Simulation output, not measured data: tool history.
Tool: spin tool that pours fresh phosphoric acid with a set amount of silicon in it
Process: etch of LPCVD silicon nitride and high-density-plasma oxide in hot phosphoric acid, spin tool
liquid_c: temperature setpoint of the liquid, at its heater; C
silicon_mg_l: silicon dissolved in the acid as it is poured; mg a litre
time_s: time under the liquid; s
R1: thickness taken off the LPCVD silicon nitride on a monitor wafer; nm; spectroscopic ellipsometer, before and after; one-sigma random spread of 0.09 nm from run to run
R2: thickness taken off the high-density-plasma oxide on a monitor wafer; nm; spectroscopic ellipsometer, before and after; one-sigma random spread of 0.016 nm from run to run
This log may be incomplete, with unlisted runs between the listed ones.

{"run": 1, "hour": 0.0, "liquid_c": 161, "silicon_mg_l": 14.5, "time_s": 175, "R1": 17.433, "R2": 0.42361}
{"run": 2, "hour": 7.4, "liquid_c": 160.5, "silicon_mg_l": 14, "time_s": 165, "R1": 15.885, "R2": 0.39197}
{"run": 3, "hour": 13.1, "liquid_c": 160, "silicon_mg_l": 14, "time_s": 160, "R1": 15.34, "R2": 0.35519}
{"run": 4, "hour": 21.6, "liquid_c": 158.5, "silicon_mg_l": 14, "time_s": 160, "R1": 14.531, "R2": 0.28579}
{"run": 5, "hour": 22.4, "liquid_c": 160.5, "silicon_mg_l": 14, "time_s": 160, "R1": 15.67, "R2": 0.34929}
{"run": 6, "hour": 23.1, "liquid_c": 160.5, "silicon_mg_l": 14, "time_s": 195, "R1": 19.06, "R2": 0.45369}
{"run": 7, "hour": 26.7, "liquid_c": 160, "silicon_mg_l": 12.5, "time_s": 185, "R1": 17.864, "R2": 0.41949}
{"run": 8, "hour": 29.1, "liquid_c": 160, "silicon_mg_l": 12, "time_s": 175, "R1": 16.731, "R2": 0.37465}
{"run": 9, "hour": 31.4, "liquid_c": 160, "silicon_mg_l": 12, "time_s": 165, "R1": 15.753, "R2": 0.36487}
{"run": 10, "hour": 33.0, "liquid_c": 160, "silicon_mg_l": 12, "time_s": 165, "R1": 15.582, "R2": 0.3323}
{"run": 11, "hour": 34.1, "liquid_c": 160, "silicon_mg_l": 13, "time_s": 155, "R1": 14.856, "R2": 0.34737}

What will run 12 give?
{"run": 12, "hour": 40.4, "liquid_c": 159.5, "silicon_mg_l": 11.5, "time_s": 150, "R1": "?", "R2": "?"}

Run 12 yielded R1 14.051 nm, R2 0.31852 nm.
